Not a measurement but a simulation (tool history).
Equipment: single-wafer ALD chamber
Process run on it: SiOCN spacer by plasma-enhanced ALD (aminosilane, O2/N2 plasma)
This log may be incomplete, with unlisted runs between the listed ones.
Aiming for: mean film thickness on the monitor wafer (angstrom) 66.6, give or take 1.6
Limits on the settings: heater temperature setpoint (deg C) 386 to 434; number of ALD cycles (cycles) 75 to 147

| run | hour | heater temperature setpoint (deg C) | number of ALD cycles (cycles) | mean film thickness on the monitor wafer (angstrom) |
|---|---|---|---|---|
| 1 | 0 | 410 | 111 | 58.088 |
| 2 | 8.8 | 408 | 114 | 59.732 |
| 3 | 17 | 402 | 114 | 61.016 |
| 4 | 20.5 | 402 | 119 | 63.126 |
| 5 | 23.1 | 402 | 131 | 69.72 |
| 6 | 31.1 | 393 | 131 | 69.868 |
| 7 | 36.3 | 393 | 130 | 69.711 |
| 8 | 40.2 | 393 | 129 | 68.669 |
| 9 | 42.2 | 393 | 128 | 67.946 |

Of the 4 settings listed for the next run, only one would bring every result within its allowed miss of target. Which one?
| A | 44.2 | 397 | 135 | ? |
| B | 44.2 | 399 | 133 | ? |
| C | 44.2 | 387 | 125 | ? |
| D | 44.2 | 394 | 133 | ? |

| move | mean film thickness on the monitor wafer (angstrom) |
|---|---|
| A | 72.645 |
| B | 71.5 |
| C | 67.264 |
| D | 71.568 |
A: moves away from the targets compared with the last run
B: moves away from the targets compared with the last run
C: all results land within tolerance of their targets
D: moves away from the targets compared with the last run
Go with C: it meets all targets.
